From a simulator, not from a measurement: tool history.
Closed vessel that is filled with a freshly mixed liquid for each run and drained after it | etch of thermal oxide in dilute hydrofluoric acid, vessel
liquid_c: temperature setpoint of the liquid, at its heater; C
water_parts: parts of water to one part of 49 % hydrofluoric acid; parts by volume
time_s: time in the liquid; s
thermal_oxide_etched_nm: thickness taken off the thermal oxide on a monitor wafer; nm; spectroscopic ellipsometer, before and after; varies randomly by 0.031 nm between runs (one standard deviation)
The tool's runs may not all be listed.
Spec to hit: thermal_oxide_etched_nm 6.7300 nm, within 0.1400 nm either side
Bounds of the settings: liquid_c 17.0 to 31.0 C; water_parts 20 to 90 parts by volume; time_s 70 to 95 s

run 1 hour=0.0 | liquid_c=23.0 water_parts=50 time_s=95 | thermal_oxide_etched_nm=7.9443
run 2 hour=8.4 | liquid_c=22.0 water_parts=50 time_s=95 | thermal_oxide_etched_nm=7.5943
run 3 hour=16.8 | liquid_c=20.5 water_parts=50 time_s=95 | thermal_oxide_etched_nm=7.1691
run 4 hour=18.5 | liquid_c=20.0 water_parts=50 time_s=95 | thermal_oxide_etched_nm=7.0455
run 5 hour=19.8 | liquid_c=20.0 water_parts=35 time_s=95 | thermal_oxide_etched_nm=10.1140
run 6 hour=22.1 | liquid_c=20.0 water_parts=35 time_s=70 | thermal_oxide_etched_nm=7.4899
run 7 hour=25.8 | liquid_c=19.5 water_parts=35 time_s=70 | thermal_oxide_etched_nm=7.3895
run 8 hour=31.4 | liquid_c=19.0 water_parts=35 time_s=70 | thermal_oxide_etched_nm=7.1888
run 9 hour=39.6 | liquid_c=18.5 water_parts=35 time_s=70 | thermal_oxide_etched_nm=7.0532
run 10 hour=40.1 | liquid_c=18.0 water_parts=35 time_s=70 | thermal_oxide_etched_nm=6.9274

Exercise: of the 5 proposed moves below, exactly one satisfies all targets within the stated allowed misses. Which move is it?
run A hour=40.6 | liquid_c=17.5 water_parts=40 time_s=85 | thermal_oxide_etched_nm=?
run B hour=40.6 | liquid_c=19.0 water_parts=40 time_s=80 | thermal_oxide_etched_nm=?
run C hour=40.6 | liquid_c=18.5 water_parts=40 time_s=80 | thermal_oxide_etched_nm=?
run D hour=40.6 | liquid_c=17.5 water_parts=35 time_s=70 | thermal_oxide_etched_nm=?
run E hour=40.6 | liquid_c=17.0 water_parts=35 time_s=75 | thermal_oxide_etched_nm=?

move=A thermal_oxide_etched_nm=7.1448
move=B thermal_oxide_etched_nm=7.1764
move=C thermal_oxide_etched_nm=7.0231
move=D thermal_oxide_etched_nm=6.7627
move=E thermal_oxide_etched_nm=7.0887
A: moves away from the targets compared with the last run
B: moves away from the targets compared with the last run
C: moves away from the targets compared with the last run
D: in spec on every target
E: moves away from the targets compared with the last run
D is the move that brings every result within its allowed miss.

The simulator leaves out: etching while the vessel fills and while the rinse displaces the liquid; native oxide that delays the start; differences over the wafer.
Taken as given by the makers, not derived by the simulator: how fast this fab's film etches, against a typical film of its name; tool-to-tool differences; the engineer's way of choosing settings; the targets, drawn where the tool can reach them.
